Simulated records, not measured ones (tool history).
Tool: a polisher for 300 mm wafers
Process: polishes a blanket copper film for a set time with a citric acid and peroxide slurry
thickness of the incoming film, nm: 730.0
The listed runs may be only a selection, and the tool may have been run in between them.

| run | day | flow of slurry (ml/min) | pressure of the wafer on the pad (psi) | speed of the pad under the wafer (cm/s) | abrasive content of the slurry | polishing time (s) | film removed (angstrom) |
|---|---|---|---|---|---|---|---|
| 1 | 0 | 295 | 3.6 | 110 | 1 | 30 | 728.87 |
| 2 | 0.283 | 295 | 3.6 | 110 | 1.1 | 30 | 728.34 |
| 3 | 0.467 | 295 | 2.7 | 110 | 1.1 | 30 | 577.07 |
| 4 | 0.583 | 295 | 2.7 | 88 | 1.1 | 30 | 465.34 |
| 5 | 0.7 | 295 | 3.3 | 88 | 1.1 | 30 | 557.26 |
| 6 | 0.746 | 295 | 3.5 | 88 | 1.1 | 30 | 591.15 |
| 7 | 1.067 | 295 | 4.5 | 92 | 1.1 | 30 | 795 |
| 8 | 1.238 | 295 | 4.6 | 92 | 1.1 | 30 | 795.26 |
| 9 | 1.462 | 295 | 4.7 | 92 | 1.1 | 30 | 836.42 |
| 10 | 1.521 | 295 | 4.8 | 92 | 1.1 | 30 | 851.99 |

What will run 11 give?
| 11 | 1.842 | 295 | 4.9 | 92 | 1.1 | 30 | ? |

Logged for run 11: film removed (angstrom) 859.06.
